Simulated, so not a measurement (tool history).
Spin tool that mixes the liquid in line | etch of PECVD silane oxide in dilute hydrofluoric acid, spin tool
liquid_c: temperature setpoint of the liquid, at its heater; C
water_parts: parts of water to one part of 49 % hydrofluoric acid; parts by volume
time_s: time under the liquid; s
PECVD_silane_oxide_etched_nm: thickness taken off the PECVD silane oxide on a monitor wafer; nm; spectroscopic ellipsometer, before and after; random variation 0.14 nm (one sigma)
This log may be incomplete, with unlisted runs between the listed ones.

run  hour  liquid_c  water_parts  time_s  PECVD_silane_oxide_etched_nm
  1   0.0      22.0          195     275                        17.241
  2   1.4      22.0          125     275                        28.680
  3   7.2      20.5          145     275                        22.831
  4  11.5      19.5          160     275                        19.805
  5  20.0      19.0          170     275                        18.180
  6  25.1      21.5          170     275                        19.825
  7  33.2      20.5          180     275                        17.659

Forecast run 8:
  8  37.9      19.5          185     275                             ?

Run 8 produced PECVD_silane_oxide_etched_nm 16.507 nm.
